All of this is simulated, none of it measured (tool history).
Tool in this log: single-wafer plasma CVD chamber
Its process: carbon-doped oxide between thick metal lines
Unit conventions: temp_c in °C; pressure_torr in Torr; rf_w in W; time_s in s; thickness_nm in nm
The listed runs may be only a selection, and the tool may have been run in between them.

run  hour  temp_c  pressure_torr  rf_w  time_s  thickness_nm
  1   0.0     335           5.85   535     114        636.18
  2   6.9     335           5.85   535     114        635.40
  3  15.1     335           5.85   580     114        659.58
  4  23.6     335           5.85   580     108        624.94
  5  32.0     343           5.85   580     108        607.49
  6  36.1     346           5.67   555     108        596.16

Run 7 comes next. What will it give?
  7  42.1     349           5.58   520     108             ?

{"run 7": {"thickness_nm": 569.71}}
